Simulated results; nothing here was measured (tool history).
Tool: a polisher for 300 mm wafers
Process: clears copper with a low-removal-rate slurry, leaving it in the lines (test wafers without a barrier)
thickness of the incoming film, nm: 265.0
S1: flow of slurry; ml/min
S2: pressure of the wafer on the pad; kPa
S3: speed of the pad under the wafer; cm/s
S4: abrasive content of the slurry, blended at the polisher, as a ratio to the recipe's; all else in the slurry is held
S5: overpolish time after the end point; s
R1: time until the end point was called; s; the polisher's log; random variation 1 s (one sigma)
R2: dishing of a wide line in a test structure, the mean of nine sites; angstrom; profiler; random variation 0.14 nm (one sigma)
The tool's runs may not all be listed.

run,day,S1,S2,S3,S4,S5,R1,R2
1,0.000,180,17.9,126,1.00,16,80.062,141.40
2,0.250,180,17.9,126,0.90,16,80.526,140.37
3,0.617,185,17.9,132,0.85,14,80.101,138.74
4,0.908,185,17.9,146,0.85,14,69.757,139.29
5,1.108,170,17.2,154,0.85,12,69.398,137.95
6,1.412,190,16.5,162,0.80,11,66.002,136.00
7,1.621,205,15.9,168,0.75,10,68.216,133.73

The next listed run, before its measurement:
8,1.658,220,15.9,172,0.75,9,?,?

R1: 67.736 s
R2: 127.67 angstrom

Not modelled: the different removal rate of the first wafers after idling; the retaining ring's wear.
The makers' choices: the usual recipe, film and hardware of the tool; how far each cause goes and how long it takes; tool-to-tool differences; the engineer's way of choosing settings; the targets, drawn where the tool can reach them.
